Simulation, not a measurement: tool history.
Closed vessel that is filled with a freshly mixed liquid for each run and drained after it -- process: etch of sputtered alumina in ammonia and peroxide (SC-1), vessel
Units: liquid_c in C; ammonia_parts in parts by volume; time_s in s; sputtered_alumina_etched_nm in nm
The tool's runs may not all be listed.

run 1 day=0.000 | liquid_c=49.0 ammonia_parts=1.00 time_s=545 | sputtered_alumina_etched_nm=16.862
run 2 day=0.083 | liquid_c=49.0 ammonia_parts=0.85 time_s=545 | sputtered_alumina_etched_nm=16.561
run 3 day=0.467 | liquid_c=51.5 ammonia_parts=0.85 time_s=545 | sputtered_alumina_etched_nm=18.953
run 4 day=0.712 | liquid_c=53.5 ammonia_parts=0.85 time_s=545 | sputtered_alumina_etched_nm=21.180
run 5 day=0.996 | liquid_c=55.0 ammonia_parts=0.85 time_s=545 | sputtered_alumina_etched_nm=22.873
run 6 day=1.071 | liquid_c=55.0 ammonia_parts=0.70 time_s=545 | sputtered_alumina_etched_nm=22.573
run 7 day=1.308 | liquid_c=56.0 ammonia_parts=0.70 time_s=545 | sputtered_alumina_etched_nm=23.712

What will run 8 give?
run 8 day=1.433 | liquid_c=57.0 ammonia_parts=0.70 time_s=545 | sputtered_alumina_etched_nm=?

Run 8 measured sputtered_alumina_etched_nm 25.299 nm.

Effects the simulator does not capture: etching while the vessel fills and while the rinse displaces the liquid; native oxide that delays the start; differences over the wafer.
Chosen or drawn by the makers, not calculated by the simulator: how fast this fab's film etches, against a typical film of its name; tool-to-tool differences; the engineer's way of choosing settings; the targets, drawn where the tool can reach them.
